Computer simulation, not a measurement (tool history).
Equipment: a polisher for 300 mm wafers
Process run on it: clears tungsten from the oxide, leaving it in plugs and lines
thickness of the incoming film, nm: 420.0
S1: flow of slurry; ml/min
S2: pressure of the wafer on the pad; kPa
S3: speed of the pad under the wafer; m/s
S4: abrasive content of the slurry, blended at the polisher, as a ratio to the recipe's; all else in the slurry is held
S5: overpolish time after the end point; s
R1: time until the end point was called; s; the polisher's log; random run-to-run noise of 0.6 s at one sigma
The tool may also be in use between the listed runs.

run	day	S1	S2	S3	S4	S5	R1
1	0.000	255	24.1	1.24	1.0	33	90.653
2	0.350	255	24.1	1.10	1.0	33	100.300
3	0.471	255	24.1	1.10	0.9	33	104.290
4	0.529	255	27.6	1.10	0.9	33	93.052
5	0.696	255	27.6	1.10	0.9	33	91.553
6	0.783	255	27.6	1.10	0.9	35	93.043

Run 7 is up next; what results do you expect?
7	1.046	255	30.3	1.10	0.9	35	?

Run 7 produced R1 82.756 s.
